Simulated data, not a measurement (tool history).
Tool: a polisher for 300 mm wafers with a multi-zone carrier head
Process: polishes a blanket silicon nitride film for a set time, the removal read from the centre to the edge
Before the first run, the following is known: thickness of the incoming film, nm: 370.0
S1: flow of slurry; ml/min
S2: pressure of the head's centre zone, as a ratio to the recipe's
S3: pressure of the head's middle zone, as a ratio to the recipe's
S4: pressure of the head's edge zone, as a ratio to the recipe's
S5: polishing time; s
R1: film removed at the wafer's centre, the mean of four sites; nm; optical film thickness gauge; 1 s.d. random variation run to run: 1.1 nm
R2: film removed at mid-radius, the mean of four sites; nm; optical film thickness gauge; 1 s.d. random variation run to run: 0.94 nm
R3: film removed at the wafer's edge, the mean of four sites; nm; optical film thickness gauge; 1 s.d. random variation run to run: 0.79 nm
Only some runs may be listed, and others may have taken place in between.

run  hour   S1    S2    S3    S4  S5      R1      R2      R3
  1   0.0  225  1.00  1.00  1.00  47  77.741  80.673  79.829
  2   2.4  225  1.00  1.00  1.05  47  79.224  80.274  82.075
  3   4.4  240  0.97  1.06  1.06  48  78.971  84.504  84.654
  4   6.8  200  0.97  1.06  1.06  48  74.775  84.486  83.046
  5  14.5  200  0.97  1.06  1.06  38  58.696  65.399  65.912
  6  17.7  190  0.96  1.09  1.04  43  68.197  75.566  74.836

Run 7, settings as shown, results not yet in. Your forecast:
  7  26.4  255  0.86  1.19  0.94  51   ?   ?   ?

Run 7 produced R1 73.767 nm, R2 101.230 nm, R3 85.801 nm.
